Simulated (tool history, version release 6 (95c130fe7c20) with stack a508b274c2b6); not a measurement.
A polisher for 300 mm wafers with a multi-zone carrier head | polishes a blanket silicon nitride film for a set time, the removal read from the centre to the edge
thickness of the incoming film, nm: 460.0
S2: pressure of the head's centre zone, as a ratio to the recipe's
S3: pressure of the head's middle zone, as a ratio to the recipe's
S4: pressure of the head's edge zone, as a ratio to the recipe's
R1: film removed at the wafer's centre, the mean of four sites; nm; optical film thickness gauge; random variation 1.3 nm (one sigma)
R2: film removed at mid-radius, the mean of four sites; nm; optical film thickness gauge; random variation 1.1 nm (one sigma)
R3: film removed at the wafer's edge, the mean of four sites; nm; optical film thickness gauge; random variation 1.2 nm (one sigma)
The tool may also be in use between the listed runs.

run 1 hour=0.0 | flow_of_slurry_(ml/min)=235 S2=1.00 S3=1.00 S4=1.00 polishing_time_(s)=50 | R1=82.260 R2=81.527 R3=84.469
run 2 hour=2.5 | flow_of_slurry_(ml/min)=235 S2=0.93 S3=1.00 S4=1.00 polishing_time_(s)=50 | R1=78.229 R2=84.159 R3=83.812
run 3 hour=8.3 | flow_of_slurry_(ml/min)=245 S2=0.99 S3=1.01 S4=1.02 polishing_time_(s)=53 | R1=88.126 R2=89.700 R3=90.136
run 4 hour=16.4 | flow_of_slurry_(ml/min)=245 S2=1.05 S3=1.01 S4=1.02 polishing_time_(s)=53 | R1=91.116 R2=88.700 R3=91.058
run 5 hour=22.2 | flow_of_slurry_(ml/min)=255 S2=1.09 S3=1.00 S4=1.04 polishing_time_(s)=55 | R1=100.650 R2=92.357 R3=94.505
run 6 hour=29.7 | flow_of_slurry_(ml/min)=255 S2=1.09 S3=1.00 S4=1.04 polishing_time_(s)=46 | R1=83.859 R2=77.394 R3=79.665
run 7 hour=31.9 | flow_of_slurry_(ml/min)=250 S2=1.10 S3=0.99 S4=1.06 polishing_time_(s)=50 | R1=91.878 R2=81.947 R3=87.441
run 8 hour=33.6 | flow_of_slurry_(ml/min)=250 S2=1.10 S3=0.99 S4=1.06 polishing_time_(s)=50 | R1=91.551 R2=84.118 R3=86.897
run 9 hour=38.9 | flow_of_slurry_(ml/min)=250 S2=1.10 S3=0.99 S4=1.06 polishing_time_(s)=50 | R1=90.393 R2=83.909 R3=87.224
run 10 hour=39.7 | flow_of_slurry_(ml/min)=255 S2=1.12 S3=0.98 S4=1.08 polishing_time_(s)=53 | R1=101.090 R2=88.283 R3=92.451

Forecast run 11:
run 11 hour=48.5 | flow_of_slurry_(ml/min)=240 S2=1.11 S3=0.97 S4=1.10 polishing_time_(s)=55 | R1=? R2=? R3=?

{"run 11": {"R1": 100.06, "R2": 90.052, "R3": 98.203}}
